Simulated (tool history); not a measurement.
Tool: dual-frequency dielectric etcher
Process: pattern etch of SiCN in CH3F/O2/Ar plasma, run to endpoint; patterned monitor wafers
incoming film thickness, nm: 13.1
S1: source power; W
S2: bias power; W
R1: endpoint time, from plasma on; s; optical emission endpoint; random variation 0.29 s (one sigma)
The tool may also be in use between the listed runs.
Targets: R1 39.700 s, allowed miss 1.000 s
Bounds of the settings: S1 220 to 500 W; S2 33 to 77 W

run	hour	S1	S2	R1
1	0.0	360	55	47.057
2	1.2	380	57	45.204
3	3.9	380	65	42.433
4	8.3	320	65	45.134
5	15.5	320	58	48.011
6	22.1	270	58	51.370
7	25.1	300	59	48.942
8	27.7	330	60	46.591
9	33.7	350	61	45.105
10	39.0	370	62	44.376
11	46.3	390	63	42.378

Which of these 4 next moves meets every target?
A	53.6	420	70	?
B	53.6	400	66	?
C	53.6	470	75	?
D	53.6	460	75	?

move	R1
A	39.810
B	41.562
C	37.031
D	37.348
A: meets every target
B: nearer than the last run, and not there yet
C: takes the result that was furthest off past its target
D: takes the result that was furthest off past its target
Move A is the one to make.
